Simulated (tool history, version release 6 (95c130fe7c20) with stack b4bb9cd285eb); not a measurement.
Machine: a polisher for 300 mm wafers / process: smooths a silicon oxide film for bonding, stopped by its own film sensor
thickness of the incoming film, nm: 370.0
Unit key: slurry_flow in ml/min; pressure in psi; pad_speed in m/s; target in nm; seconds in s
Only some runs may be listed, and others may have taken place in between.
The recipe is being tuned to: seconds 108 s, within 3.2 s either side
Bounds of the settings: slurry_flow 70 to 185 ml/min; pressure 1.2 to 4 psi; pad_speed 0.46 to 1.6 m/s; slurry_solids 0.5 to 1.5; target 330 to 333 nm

{"run": 1, "hour": 0.0, "slurry_flow": 120, "pressure": 2.6, "pad_speed": 1.02, "slurry_solids": 1, "target": 330, "seconds": 43.305}
{"run": 2, "hour": 5.4, "slurry_flow": 110, "pressure": 2.1, "pad_speed": 0.88, "slurry_solids": 1, "target": 330, "seconds": 60.633}
{"run": 3, "hour": 11.4, "slurry_flow": 105, "pressure": 1.8, "pad_speed": 0.82, "slurry_solids": 1, "target": 330, "seconds": 75.35}
{"run": 4, "hour": 13.2, "slurry_flow": 80, "pressure": 1.8, "pad_speed": 0.82, "slurry_solids": 1, "target": 330, "seconds": 80.177}
{"run": 5, "hour": 18.2, "slurry_flow": 80, "pressure": 1.6, "pad_speed": 0.82, "slurry_solids": 1, "target": 330, "seconds": 90.457}
{"run": 6, "hour": 20.4, "slurry_flow": 80, "pressure": 1.6, "pad_speed": 0.82, "slurry_solids": 0.85, "target": 330, "seconds": 95.642}
{"run": 7, "hour": 24.0, "slurry_flow": 80, "pressure": 1.6, "pad_speed": 0.82, "slurry_solids": 0.85, "target": 330, "seconds": 95.406}
{"run": 8, "hour": 29.6, "slurry_flow": 80, "pressure": 1.5, "pad_speed": 0.82, "slurry_solids": 0.85, "target": 330, "seconds": 100.3}

5 candidate next runs follow, results not yet known. Just one meets every target within its allowed miss. Identify it.
{"run": "A", "hour": 35.2, "slurry_flow": 110, "pressure": 1.6, "pad_speed": 0.72, "slurry_solids": 0.65, "target": 332, "seconds": "?"}
{"run": "B", "hour": 35.2, "slurry_flow": 80, "pressure": 1.5, "pad_speed": 0.9, "slurry_solids": 0.9, "target": 332, "seconds": "?"}
{"run": "C", "hour": 35.2, "slurry_flow": 100, "pressure": 1.6, "pad_speed": 0.72, "slurry_solids": 0.85, "target": 332, "seconds": "?"}
{"run": "D", "hour": 35.2, "slurry_flow": 75, "pressure": 1.3, "pad_speed": 0.98, "slurry_solids": 0.85, "target": 331, "seconds": "?"}
{"run": "E", "hour": 35.2, "slurry_flow": 70, "pressure": 1.8, "pad_speed": 0.6, "slurry_solids": 0.95, "target": 330, "seconds": "?"}

move=A seconds=99.1
move=B seconds=89.494
move=C seconds=93.905
move=D seconds=102.83
move=E seconds=109.37
A: moves away from the targets compared with the last run
B: moves away from the targets compared with the last run
C: moves away from the targets compared with the last run
D: closes in on the targets versus the last run, not all within tolerance yet
E: hits every target within its allowed miss
Go with E: it meets all targets.
